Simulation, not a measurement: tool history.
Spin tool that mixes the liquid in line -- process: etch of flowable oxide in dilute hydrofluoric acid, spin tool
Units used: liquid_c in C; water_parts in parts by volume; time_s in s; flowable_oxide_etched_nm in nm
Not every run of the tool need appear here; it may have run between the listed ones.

| run | day | liquid_c | water_parts | time_s | flowable_oxide_etched_nm |
|---|---|---|---|---|---|
| 1 | 0.000 | 26.0 | 110 | 60 | 11.6620 |
| 2 | 0.329 | 22.5 | 110 | 60 | 10.2160 |
| 3 | 0.396 | 22.5 | 110 | 65 | 10.9780 |
| 4 | 0.696 | 20.5 | 110 | 65 | 10.1380 |
|  | 1.021 | thermometer replaced |
| 5 | 1.021 | 20.5 | 125 | 65 | 9.4139 |
| 6 | 1.088 | 20.5 | 105 | 65 | 11.3690 |
| 7 | 1.346 | 23.0 | 90 | 65 | 15.0120 |
| 8 | 1.404 | 25.0 | 80 | 65 | 18.4630 |
| 9 | 1.467 | 26.5 | 75 | 65 | 21.2160 |
| 10 | 1.821 | 30.5 | 45 | 65 | 42.7570 |

What will run 11 give?
| 11 | 1.933 | 30.0 | 45 | 65 | ? |

{"run 11": {"flowable_oxide_etched_nm": 42.094}}
